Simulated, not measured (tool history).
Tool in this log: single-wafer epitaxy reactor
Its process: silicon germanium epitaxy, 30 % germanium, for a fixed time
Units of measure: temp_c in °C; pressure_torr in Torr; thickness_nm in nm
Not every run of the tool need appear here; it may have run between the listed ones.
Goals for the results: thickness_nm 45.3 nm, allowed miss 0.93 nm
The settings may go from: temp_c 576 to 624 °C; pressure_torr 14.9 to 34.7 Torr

run,day,temp_c,pressure_torr,thickness_nm
1,0,600,24.8,58.618
2,0.138,600,26.7,59.968
3,0.504,598,26.6,57.571
4,0.538,596,26.5,54.678
# day 0.742: pyrometer calibrated
5,0.742,595,26.5,58.519
6,0.838,592,24.9,53.934
7,1.075,590,24.7,52.174
8,1.258,588,24.6,49.19

5 candidate next runs follow, results not yet known. Just one meets every target within its allowed miss. Identify it.
A,1.442,591,24.3,?
B,1.442,586,28.4,?
C,1.442,592,21.3,?
D,1.442,583,26.3,?
E,1.442,594,21.5,?

move,thickness_nm
A,52.653
B,49.805
C,51.545
D,45.486
E,53.939
A: moves away from the targets compared with the last run
B: moves away from the targets compared with the last run
C: moves away from the targets compared with the last run
D: all results land within tolerance of their targets
E: moves away from the targets compared with the last run
Move D is the one to make.
